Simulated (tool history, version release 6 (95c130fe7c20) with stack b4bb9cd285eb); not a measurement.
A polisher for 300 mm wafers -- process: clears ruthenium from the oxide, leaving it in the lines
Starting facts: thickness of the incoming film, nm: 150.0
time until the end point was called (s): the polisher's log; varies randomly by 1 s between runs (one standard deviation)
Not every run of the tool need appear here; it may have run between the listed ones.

run  hour  flow of slurry (ml/min)  pressure of the wafer on the pad (psi)  speed of the pad under the wafer (cm/s)  overpolish time after the end point (s)  time until the end point was called (s)
  1   0.0                      180                                     2.1                                      128                                        8                                   103.56
  2   2.0                      205                                     2.1                                      128                                        8                                   102.98
  3   9.7                      205                                     2.1                                      114                                        8                                   109.08
  4  11.2                      205                                     2.2                                      114                                        8                                   109.15
  5  19.3                      245                                     2.2                                      114                                        8                                   102.96
  6  26.4                      215                                     2.2                                      114                                        8                                   106.76

Run 7 has not been measured yet. What should we expect?
  7  30.8                      215                                     2.3                                      114                                        8                                        ?

{"run 7": {"time until the end point was called (s)": 102.75}}
